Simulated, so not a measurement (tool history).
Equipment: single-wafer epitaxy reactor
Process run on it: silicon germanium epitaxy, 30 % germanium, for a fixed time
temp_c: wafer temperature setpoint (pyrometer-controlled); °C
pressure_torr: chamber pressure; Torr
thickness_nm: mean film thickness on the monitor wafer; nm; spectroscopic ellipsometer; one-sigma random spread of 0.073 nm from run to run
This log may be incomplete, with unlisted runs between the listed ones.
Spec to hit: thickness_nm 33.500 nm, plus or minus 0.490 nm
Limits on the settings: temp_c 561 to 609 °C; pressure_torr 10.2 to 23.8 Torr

{"run": 1, "day": 0.0, "temp_c": 585, "pressure_torr": 17.0, "thickness_nm": 38.692}
{"run": 2, "day": 0.2, "temp_c": 590, "pressure_torr": 17.0, "thickness_nm": 42.16}
{"run": 3, "day": 0.571, "temp_c": 589, "pressure_torr": 17.0, "thickness_nm": 41.525}
{"run": 4, "day": 0.925, "temp_c": 588, "pressure_torr": 17.0, "thickness_nm": 40.818}
{"run": 5, "day": 1.017, "temp_c": 582, "pressure_torr": 17.0, "thickness_nm": 36.515}
{"run": 6, "day": 1.321, "temp_c": 590, "pressure_torr": 17.0, "thickness_nm": 42.272}
{"run": 7, "day": 1.45, "temp_c": 589, "pressure_torr": 17.0, "thickness_nm": 41.364}
{"run": 8, "day": 1.475, "temp_c": 588, "pressure_torr": 17.0, "thickness_nm": 40.663}
{"run": 9, "day": 1.838, "temp_c": 587, "pressure_torr": 17.0, "thickness_nm": 39.959}
{"run": 10, "day": 2.046, "temp_c": 576, "pressure_torr": 16.9, "thickness_nm": 32.967}

Which of these 5 next moves meets every target?
{"run": "A", "day": 2.254, "temp_c": 576, "pressure_torr": 16.5, "thickness_nm": "?"}
{"run": "B", "day": 2.254, "temp_c": 574, "pressure_torr": 17.6, "thickness_nm": "?"}
{"run": "C", "day": 2.254, "temp_c": 575, "pressure_torr": 16.9, "thickness_nm": "?"}
{"run": "D", "day": 2.254, "temp_c": 580, "pressure_torr": 14.8, "thickness_nm": "?"}
{"run": "E", "day": 2.254, "temp_c": 572, "pressure_torr": 18.5, "thickness_nm": "?"}

move=A thickness_nm=32.651
move=B thickness_nm=32.262
move=C thickness_nm=32.356
move=D thickness_nm=33.688
move=E thickness_nm=31.703
A: misses by more than the last run did
B: misses by more than the last run did
C: misses by more than the last run did
D: hits every target within its allowed miss
E: misses by more than the last run did
D meets every target.
